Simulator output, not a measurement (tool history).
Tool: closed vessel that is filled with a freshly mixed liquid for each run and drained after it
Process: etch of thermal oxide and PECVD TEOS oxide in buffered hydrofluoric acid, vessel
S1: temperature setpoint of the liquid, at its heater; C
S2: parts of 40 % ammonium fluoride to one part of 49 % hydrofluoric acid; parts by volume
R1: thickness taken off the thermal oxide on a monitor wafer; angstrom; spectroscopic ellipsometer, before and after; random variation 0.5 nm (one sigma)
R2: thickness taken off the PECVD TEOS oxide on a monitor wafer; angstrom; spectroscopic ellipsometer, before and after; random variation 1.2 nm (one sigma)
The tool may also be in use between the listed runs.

Run 1, day 0.000: S1 23.0 C, S2 14.0 parts by volume, time in the liquid (s) 60. Result: R1 456.75 angstrom, R2 1123.3 angstrom.
Run 2, day 0.308: S1 23.0 C, S2 14.0 parts by volume, time in the liquid (s) 80. Result: R1 605.79 angstrom, R2 1503.9 angstrom.
Run 3, day 0.483: S1 23.0 C, S2 11.5 parts by volume, time in the liquid (s) 80. Result: R1 739.50 angstrom, R2 1837.5 angstrom.
Run 4, day 0.804: S1 23.0 C, S2 11.5 parts by volume, time in the liquid (s) 100. Result: R1 927.02 angstrom, R2 2253.2 angstrom.
Run 5, day 1.108: S1 23.0 C, S2 10.0 parts by volume, time in the liquid (s) 100. Result: R1 1065.80 angstrom, R2 2594.4 angstrom.
Run 6, day 1.271: S1 23.0 C, S2 12.0 parts by volume, time in the liquid (s) 100. Result: R1 877.64 angstrom, R2 2202.1 angstrom.
Run 7, day 1.421: S1 22.0 C, S2 12.5 parts by volume, time in the liquid (s) 100. Result: R1 799.09 angstrom, R2 1975.2 angstrom.
Run 8, day 1.479: S1 21.0 C, S2 12.5 parts by volume, time in the liquid (s) 100. Result: R1 756.39 angstrom, R2 1880.6 angstrom.
Run 9, day 1.758: S1 20.5 C, S2 12.5 parts by volume, time in the liquid (s) 100. Result: R1 738.68 angstrom, R2 1858.4 angstrom.

The next listed run, before its measurement:
Run 10, day 2.025: S1 20.0 C, S2 13.0 parts by volume, time in the liquid (s) 100. Result: R1 ?, R2 ?.

Run 10 gave R1 688.71 angstrom, R2 1678.4 angstrom.

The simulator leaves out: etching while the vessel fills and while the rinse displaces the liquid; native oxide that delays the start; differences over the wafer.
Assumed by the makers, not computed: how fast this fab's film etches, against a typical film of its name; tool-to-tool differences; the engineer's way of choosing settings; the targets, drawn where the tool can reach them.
